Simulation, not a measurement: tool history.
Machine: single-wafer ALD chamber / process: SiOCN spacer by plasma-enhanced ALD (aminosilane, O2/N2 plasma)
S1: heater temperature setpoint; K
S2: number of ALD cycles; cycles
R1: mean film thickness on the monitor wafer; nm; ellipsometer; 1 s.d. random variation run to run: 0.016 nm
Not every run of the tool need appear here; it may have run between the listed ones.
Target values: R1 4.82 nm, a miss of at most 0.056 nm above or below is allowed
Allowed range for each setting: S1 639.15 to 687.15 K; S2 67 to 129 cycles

run  hour      S1   S2      R1
  1     0  663.15   98  5.7368
  2   1.4  673.15   98  5.7297
  3   2.8  673.15  105  6.1098
  4  11.9  673.15  100  5.8404
  5  12.8  678.15  100  5.7685
  6  16.2  670.15  100  5.9003
  7  19.5  671.15   96  5.6089
  8  27.3  671.15   93  5.4547
  9    35  671.15   91  5.3316
 10    43  671.15   89  5.1988
 11  51.5  671.15   88  5.1694

Next run, 4 choices. One meets every target within its allowed miss, the rest don't. Which?
  A    60  675.15  80   ?
  B    60  668.15  82   ?
  C    60  668.15  85   ?
  D    60  665.15  84   ?

move      R1
   A  4.6425
   B  4.8057
   C  4.9815
   D  4.9229
A: carries the result that was furthest off beyond its target, to the other side
B: all results land within tolerance of their targets
C: nearer the targets than the last run, but a result is still out of spec
D: nearer the targets than the last run, but a result is still out of spec
Answer: B
